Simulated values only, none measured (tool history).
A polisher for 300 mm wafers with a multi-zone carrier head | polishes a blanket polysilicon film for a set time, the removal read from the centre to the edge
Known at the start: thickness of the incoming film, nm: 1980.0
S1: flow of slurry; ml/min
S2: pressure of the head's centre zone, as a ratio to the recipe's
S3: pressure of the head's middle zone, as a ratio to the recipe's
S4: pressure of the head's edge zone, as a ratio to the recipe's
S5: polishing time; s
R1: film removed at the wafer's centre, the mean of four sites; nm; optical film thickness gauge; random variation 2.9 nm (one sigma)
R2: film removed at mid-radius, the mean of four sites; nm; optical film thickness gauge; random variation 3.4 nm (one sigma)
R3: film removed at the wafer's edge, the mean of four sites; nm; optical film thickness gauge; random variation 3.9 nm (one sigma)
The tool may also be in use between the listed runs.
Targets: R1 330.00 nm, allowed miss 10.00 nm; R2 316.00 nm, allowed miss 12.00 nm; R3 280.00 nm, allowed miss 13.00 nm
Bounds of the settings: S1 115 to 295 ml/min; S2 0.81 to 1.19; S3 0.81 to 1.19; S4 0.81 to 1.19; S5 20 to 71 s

{"run": 1, "day": 0.0, "S1": 190, "S2": 1.0, "S3": 1.0, "S4": 1.0, "S5": 45, "R1": 466.56, "R2": 468.09, "R3": 464.41}
{"run": 2, "day": 0.283, "S1": 190, "S2": 1.0, "S3": 1.0, "S4": 1.04, "S5": 45, "R1": 461.91, "R2": 460.39, "R3": 482.97}
{"run": 3, "day": 0.417, "S1": 190, "S2": 1.0, "S3": 1.0, "S4": 1.04, "S5": 39, "R1": 404.43, "R2": 401.48, "R3": 405.77}
{"run": 4, "day": 0.771, "S1": 190, "S2": 1.0, "S3": 0.99, "S4": 1.02, "S5": 38, "R1": 396.03, "R2": 389.99, "R3": 388.15}
{"run": 5, "day": 1.104, "S1": 190, "S2": 1.0, "S3": 0.98, "S4": 1.0, "S5": 37, "R1": 385.95, "R2": 379.18, "R3": 387.91}
{"day": 1.312, "done": "worn pad replaced by a new one"}
{"run": 6, "day": 1.312, "S1": 190, "S2": 1.01, "S3": 0.99, "S4": 0.99, "S5": 36, "R1": 409.62, "R2": 405.01, "R3": 409.34}
{"run": 7, "day": 1.492, "S1": 240, "S2": 0.99, "S3": 0.9, "S4": 0.89, "S5": 23, "R1": 265.38, "R2": 246.41, "R3": 253.69}
{"run": 8, "day": 1.788, "S1": 240, "S2": 1.0, "S3": 0.92, "S4": 0.89, "S5": 23, "R1": 265.35, "R2": 246.92, "R3": 251.76}
{"run": 9, "day": 1.896, "S1": 240, "S2": 1.01, "S3": 0.94, "S4": 0.9, "S5": 23, "R1": 273.26, "R2": 254.15, "R3": 255.16}
{"run": 10, "day": 2.175, "S1": 240, "S2": 1.02, "S3": 0.96, "S4": 0.91, "S5": 23, "R1": 276.38, "R2": 259.33, "R3": 255.6}
{"run": 11, "day": 2.233, "S1": 240, "S2": 1.03, "S3": 0.98, "S4": 0.92, "S5": 23, "R1": 277.21, "R2": 262.86, "R3": 260.62}
{"run": 12, "day": 2.483, "S1": 235, "S2": 1.04, "S3": 1.0, "S4": 0.92, "S5": 23, "R1": 277.91, "R2": 269.8, "R3": 258.28}
{"run": 13, "day": 2.742, "S1": 235, "S2": 1.04, "S3": 1.0, "S4": 0.92, "S5": 23, "R1": 276.02, "R2": 261.97, "R3": 257.53}
{"run": 14, "day": 2.954, "S1": 235, "S2": 1.05, "S3": 1.02, "S4": 0.92, "S5": 24, "R1": 297.31, "R2": 281.05, "R3": 269.43}
{"run": 15, "day": 3.038, "S1": 235, "S2": 1.06, "S3": 1.03, "S4": 0.92, "S5": 24, "R1": 301.94, "R2": 284.28, "R3": 268.68}
{"run": 16, "day": 3.221, "S1": 235, "S2": 1.06, "S3": 1.04, "S4": 0.92, "S5": 24, "R1": 296.97, "R2": 293.51, "R3": 261.41}
{"run": 17, "day": 3.25, "S1": 235, "S2": 1.07, "S3": 1.04, "S4": 0.93, "S5": 24, "R1": 303.7, "R2": 287.92, "R3": 268.06}
{"run": 18, "day": 3.621, "S1": 235, "S2": 1.07, "S3": 1.05, "S4": 0.93, "S5": 24, "R1": 302.63, "R2": 293.64, "R3": 264.91}
{"run": 19, "day": 3.979, "S1": 235, "S2": 1.07, "S3": 1.05, "S4": 0.94, "S5": 24, "R1": 299.2, "R2": 293.72, "R3": 267.93}
{"run": 20, "day": 4.029, "S1": 235, "S2": 1.08, "S3": 1.05, "S4": 0.94, "S5": 24, "R1": 307.62, "R2": 296.41, "R3": 268.55}
{"run": 21, "day": 4.292, "S1": 235, "S2": 1.08, "S3": 1.05, "S4": 0.95, "S5": 24, "R1": 305.18, "R2": 289.79, "R3": 267.15}
{"run": 22, "day": 4.65, "S1": 230, "S2": 1.08, "S3": 1.06, "S4": 0.95, "S5": 24, "R1": 300.09, "R2": 292.68, "R3": 270.7}

4 next moves are on the table. One of them brings every result within its allowed miss. Which?
{"run": "A", "day": 5.008, "S1": 225, "S2": 1.07, "S3": 1.19, "S4": 0.94, "S5": 25, "R1": "?", "R2": "?", "R3": "?"}
{"run": "B", "day": 5.008, "S1": 265, "S2": 1.06, "S3": 1.18, "S4": 0.88, "S5": 26, "R1": "?", "R2": "?", "R3": "?"}
{"run": "C", "day": 5.008, "S1": 290, "S2": 1.11, "S3": 1.09, "S4": 0.94, "S5": 25, "R1": "?", "R2": "?", "R3": "?"}
{"run": "D", "day": 5.008, "S1": 200, "S2": 1.1, "S3": 0.95, "S4": 0.85, "S5": 25, "R1": "?", "R2": "?", "R3": "?"}

move=A R1=312.89 R2=341.18 R3=282.06
move=B R1=329.52 R2=359.40 R3=290.01
move=C R1=335.24 R2=325.81 R3=288.87
move=D R1=315.32 R2=276.95 R3=268.41
A: nearer than the last run, and not there yet
B: brings the result that was furthest off to its target, and leaves another outside
C: meets every target
D: further off than the last run
The right move is C.
